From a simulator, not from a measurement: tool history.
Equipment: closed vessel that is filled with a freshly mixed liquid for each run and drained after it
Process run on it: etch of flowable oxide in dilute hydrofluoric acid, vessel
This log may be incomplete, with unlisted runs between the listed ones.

| run | hour | temperature setpoint of the liquid (K) | parts of water to one part of 49 % hydrofluoric acid (parts by volume) | time in the liquid (s) | thickness taken off the flowable oxide on a monitor wafer (angstrom) |
|---|---|---|---|---|---|
| 1 | 0.0 | 295.15 | 135 | 95 | 130.06 |
| 2 | 4.4 | 295.15 | 95 | 95 | 196.56 |
| 3 | 6.8 | 295.15 | 140 | 95 | 123.35 |
| 4 | 13.0 | 295.15 | 95 | 95 | 195.23 |
| 5 | 15.7 | 295.15 | 130 | 95 | 137.60 |
| 6 | 19.8 | 297.65 | 130 | 95 | 150.01 |

Expected results for the next run?
| 7 | 24.1 | 299.15 | 125 | 95 | ? |

{"run 7": {"thickness taken off the flowable oxide on a monitor wafer (angstrom)": 167.84}}
